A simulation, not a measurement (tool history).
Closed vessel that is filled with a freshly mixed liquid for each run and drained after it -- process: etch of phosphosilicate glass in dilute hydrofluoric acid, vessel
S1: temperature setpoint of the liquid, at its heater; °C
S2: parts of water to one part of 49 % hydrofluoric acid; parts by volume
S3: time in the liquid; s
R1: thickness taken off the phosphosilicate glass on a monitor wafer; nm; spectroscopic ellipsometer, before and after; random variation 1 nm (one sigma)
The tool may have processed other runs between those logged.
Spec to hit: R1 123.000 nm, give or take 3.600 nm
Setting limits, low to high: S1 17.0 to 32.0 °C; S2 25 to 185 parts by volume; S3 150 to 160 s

| run | hour | S1 | S2 | S3 | R1 |
|---|---|---|---|---|---|
| 1 | 0.0 | 24.0 | 105 | 150 | 83.129 |
| 2 | 3.6 | 25.0 | 105 | 150 | 85.818 |
| 3 | 12.8 | 25.0 | 105 | 150 | 87.034 |
| 4 | 14.9 | 26.0 | 105 | 150 | 90.523 |
| 5 | 20.6 | 26.5 | 105 | 150 | 91.797 |
| 6 | 23.6 | 27.0 | 105 | 150 | 94.075 |
| 7 | 27.3 | 27.5 | 105 | 150 | 95.558 |
| 8 | 36.5 | 28.0 | 105 | 150 | 97.154 |
| 9 | 40.9 | 28.5 | 105 | 150 | 99.043 |
| 10 | 47.8 | 32.0 | 95 | 150 | 126.810 |
| 11 | 51.2 | 32.0 | 95 | 150 | 126.750 |

Below are 4 possible settings for the next run. Only one of them brings all results inside the allowed miss of their targets. Which is it?
| A | 54.6 | 31.5 | 95 | 150 | ? |
| B | 54.6 | 32.0 | 95 | 160 | ? |
| C | 54.6 | 32.0 | 95 | 155 | ? |
| D | 54.6 | 32.0 | 105 | 155 | ? |

| move | R1 |
|---|---|
| A | 124.530 |
| B | 135.320 |
| C | 131.090 |
| D | 116.860 |
A: every result lands within tolerance
B: lands further from the targets than the last run did
C: lands further from the targets than the last run did
D: moves the result that the last run missed by most past its target, out the other side
Move A is the one to make.

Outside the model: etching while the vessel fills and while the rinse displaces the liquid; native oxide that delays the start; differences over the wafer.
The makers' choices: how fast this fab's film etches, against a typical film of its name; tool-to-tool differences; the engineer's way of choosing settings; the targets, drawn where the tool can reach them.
